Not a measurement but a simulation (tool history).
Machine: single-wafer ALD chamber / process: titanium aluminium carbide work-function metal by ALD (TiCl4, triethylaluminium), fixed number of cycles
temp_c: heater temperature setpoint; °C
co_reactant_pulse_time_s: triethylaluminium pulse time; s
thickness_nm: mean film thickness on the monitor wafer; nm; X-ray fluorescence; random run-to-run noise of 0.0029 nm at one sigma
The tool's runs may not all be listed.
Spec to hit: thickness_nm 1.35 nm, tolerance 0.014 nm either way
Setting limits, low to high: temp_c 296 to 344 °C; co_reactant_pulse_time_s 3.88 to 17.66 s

| run | hour | temp_c | co_reactant_pulse_time_s | thickness_nm |
|---|---|---|---|---|
| 1 | 0 | 320 | 10.77 | 2.2069 |
| 2 | 6.7 | 329 | 10.77 | 2.2942 |
| 3 | 10.7 | 324 | 9.69 | 2.2005 |
| 4 | 16.2 | 324 | 6.92 | 1.8844 |
| 5 | 20.3 | 320 | 6.44 | 1.7486 |
| 6 | 27.1 | 326 | 6.44 | 1.7894 |
| 7 | 28.8 | 314 | 3.88 | 0.30671 |
| 8 | 35.7 | 316 | 3.88 | 0.30892 |
| 9 | 42.9 | 319 | 3.88 | 0.31386 |
| 10 | 46.7 | 323 | 4.03 | 0.46498 |
| 11 | 48.3 | 326 | 4.14 | 0.57399 |
| 12 | 50.3 | 329 | 4.21 | 0.64567 |
| 13 | 53.6 | 331 | 4.32 | 0.74779 |
| 14 | 58.3 | 333 | 4.38 | 0.80261 |
| 15 | 67 | 335 | 4.46 | 0.87551 |
| 16 | 73.7 | 336 | 4.54 | 0.942 |
| 17 | 75.2 | 337 | 4.59 | 0.98762 |
| 18 | 82.9 | 338 | 4.64 | 1.0259 |
| 19 | 85.2 | 339 | 4.69 | 1.0657 |
| 20 | 87.6 | 340 | 4.74 | 1.107 |
| 21 | 96.6 | 344 | 8.19 | 2.2684 |
| 22 | 104.5 | 339 | 8.19 | 2.2313 |
| 23 | 112.7 | 335 | 8.19 | 2.1948 |

Below are 5 possible settings for the next run. Only one of them brings all results inside the allowed miss of their targets. Which is it?
| A | 120.9 | 333 | 5.24 | ? |
| B | 120.9 | 340 | 5.17 | ? |
| C | 120.9 | 331 | 5.15 | ? |
| D | 120.9 | 335 | 5.16 | ? |
| E | 120.9 | 339 | 5.82 | ? |

| move | thickness_nm |
|---|---|
| A | 1.3742 |
| B | 1.3779 |
| C | 1.314 |
| D | 1.3429 |
| E | 1.6819 |
A: gains on the last run, yet a result remains outside its allowed miss
B: gains on the last run, yet a result remains outside its allowed miss
C: takes the result that was furthest off past its target
D: every result lands within tolerance
E: gains on the last run, yet a result remains outside its allowed miss
The move that meets every target is D.
